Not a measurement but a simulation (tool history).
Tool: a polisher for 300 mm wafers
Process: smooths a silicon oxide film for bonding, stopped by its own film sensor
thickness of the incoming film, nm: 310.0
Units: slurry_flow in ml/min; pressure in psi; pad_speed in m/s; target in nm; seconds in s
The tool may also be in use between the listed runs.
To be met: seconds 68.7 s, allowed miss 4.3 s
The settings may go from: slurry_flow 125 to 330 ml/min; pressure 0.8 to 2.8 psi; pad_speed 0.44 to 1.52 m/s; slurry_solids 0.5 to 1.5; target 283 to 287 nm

run	hour	slurry_flow	pressure	pad_speed	slurry_solids	target	seconds
1	0	210	1.8	0.98	1	283	41.486
2	2.2	235	1.8	0.98	1	283	40.888
3	11	235	1.6	0.96	1	283	44.778
4	16.5	235	1.6	0.96	1	283	46.682
5	21.8	255	1.6	0.96	1	283	46.174
6	25.1	255	1.4	0.94	1	283	52.76
7	27.1	255	1.4	0.94	1	283	53.311
8	27.6	255	1.3	0.94	1	283	57.667
9	29	255	1.2	0.94	1	283	60.289

Which of these 5 next moves meets every target?
A	30.4	300	1.1	0.96	0.75	284	?
B	30.4	300	1.9	0.62	1.1	283	?
C	30.4	210	1.4	0.88	0.95	287	?
D	30.4	255	1	1.1	1.3	283	?
E	30.4	270	1.2	1.1	1.1	287	?

move	seconds
A	69.509
B	52.914
C	50.962
D	60.456
E	45.32
A: meets every target
B: further off than the last run
C: further off than the last run
D: as far off as the last run
E: further off than the last run
Answer: A
